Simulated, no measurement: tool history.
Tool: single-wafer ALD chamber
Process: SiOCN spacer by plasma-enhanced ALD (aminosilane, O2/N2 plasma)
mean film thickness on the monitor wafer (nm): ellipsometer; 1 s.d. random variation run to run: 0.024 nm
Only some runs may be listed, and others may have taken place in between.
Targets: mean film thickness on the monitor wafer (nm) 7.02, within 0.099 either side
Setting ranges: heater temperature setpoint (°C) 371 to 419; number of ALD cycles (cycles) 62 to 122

run  hour  heater temperature setpoint (°C)  number of ALD cycles (cycles)  mean film thickness on the monitor wafer (nm)
  1     0                               395                             92                                         5.8063
  2   7.9                               401                             92                                         5.7925
  3  13.3                               401                             81                                         5.0586
  4  18.5                               401                             89                                         5.5603
  5  23.5                               400                             95                                         5.9703
  6    31                               400                             87                                         5.4688
  7  36.6                               400                             94                                          5.933
  8  43.6                               400                             99                                           6.21
  9  44.5                               399                            103                                         6.4592

Which one of the following 5 next-run settings gets every result inside its allowed miss? There is exactly one.
  A  45.4                               401                            112                                              ?
  B  45.4                               389                            109                                              ?
  C  45.4                               403                            108                                              ?
  D  45.4                               404                             95                                              ?
  E  45.4                               400                            118                                              ?

move  mean film thickness on the monitor wafer (nm)
   A                                         6.9839
   B                                          6.809
   C                                         6.6967
   D                                         5.8741
   E                                         7.3712
A: every result within its allowed miss
B: better than the last run, though not everything is in spec
C: better than the last run, though not everything is in spec
D: lands further from the targets than the last run did
E: takes the result that was furthest off past its target
The move that meets every target is A.
